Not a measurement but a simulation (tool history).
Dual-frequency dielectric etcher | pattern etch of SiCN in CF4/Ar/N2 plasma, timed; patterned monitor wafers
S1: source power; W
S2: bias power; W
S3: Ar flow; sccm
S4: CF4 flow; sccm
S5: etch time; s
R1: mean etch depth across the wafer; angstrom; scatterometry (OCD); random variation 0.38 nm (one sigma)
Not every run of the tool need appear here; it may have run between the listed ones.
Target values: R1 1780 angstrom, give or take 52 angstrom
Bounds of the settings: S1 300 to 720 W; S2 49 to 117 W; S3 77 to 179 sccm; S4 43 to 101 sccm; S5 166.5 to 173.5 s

run	hour	S1	S2	S3	S4	S5	R1
1	0	510	83	128	72	166.5	1522.4
2	0.6	530	84	128	72	166.5	1600.1
3	8.1	530	84	128	83	166.5	1628.7
4	15.4	530	84	128	83	166.5	1628.4
5	21.9	530	84	128	73	166.5	1604.2
6	25.2	530	76	128	73	166.5	1525.5
7	33	550	76	128	73	166.5	1581.4
# hour 34.5: CF4 flow controller replaced
8	34.5	630	78	127	73	166.5	1859.5

Which one of the following 5 next-run settings gets every result inside its allowed miss? There is exactly one.
A	36	620	81	130	76	173.5	?
B	36	560	79	136	76	166.5	?
C	36	620	63	135	72	172.5	?
D	36	530	82	116	101	173	?
E	36	560	102	159	85	173.5	?

move	R1
A	1949.9
B	1651.5
C	1681
D	1763.6
E	1933.3
A: misses by more than the last run did
B: the result that was furthest off in the last run now lies on the other side of its target
C: the result that was furthest off in the last run now lies on the other side of its target
D: in spec on every target
E: misses by more than the last run did
Move D is the one to make.

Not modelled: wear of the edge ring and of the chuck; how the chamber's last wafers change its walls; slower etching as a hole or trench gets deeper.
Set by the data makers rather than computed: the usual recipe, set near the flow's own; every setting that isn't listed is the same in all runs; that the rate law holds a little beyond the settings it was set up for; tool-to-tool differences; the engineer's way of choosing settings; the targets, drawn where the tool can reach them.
